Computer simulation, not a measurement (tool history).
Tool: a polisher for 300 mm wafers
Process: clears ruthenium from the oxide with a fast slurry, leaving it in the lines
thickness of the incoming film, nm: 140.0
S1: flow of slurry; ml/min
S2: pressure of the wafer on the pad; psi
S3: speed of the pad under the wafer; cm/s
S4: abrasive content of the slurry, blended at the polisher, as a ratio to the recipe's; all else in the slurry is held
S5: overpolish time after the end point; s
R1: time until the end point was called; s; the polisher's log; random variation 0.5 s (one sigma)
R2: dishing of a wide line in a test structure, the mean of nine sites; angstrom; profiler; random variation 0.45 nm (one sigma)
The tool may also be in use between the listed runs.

run  hour   S1   S2   S3    S4  S5      R1      R2
  1     0  260  1.9  124     1  16  39.937  373.73
  2     3  260    2  124     1  14  37.137  345.91
  3     5  260  2.1  120     1  13  38.701  323.32
  4   6.9  255  2.1  126  0.95  12  38.445  299.12
  5  11.3  240  2.2  132   0.9  11  36.242  297.32
  6  14.4  240  2.2  150   0.9  11  32.796  324.94
  7  19.5  235  2.3  152  0.85  10  31.603  307.81
  8  23.5  225  2.4  152   0.8   9  31.506  281.29
  9  31.5  215  2.5  152  0.75   8  30.852  242.73
 10    39  215  2.6  150  0.75   8  30.653  249.52

Run 11 comes next. What will it give?
 11  43.6  215  2.7  150  0.75   8   ?   ?

Run 11 gave R1 28.947 s, R2 266.25 angstrom.
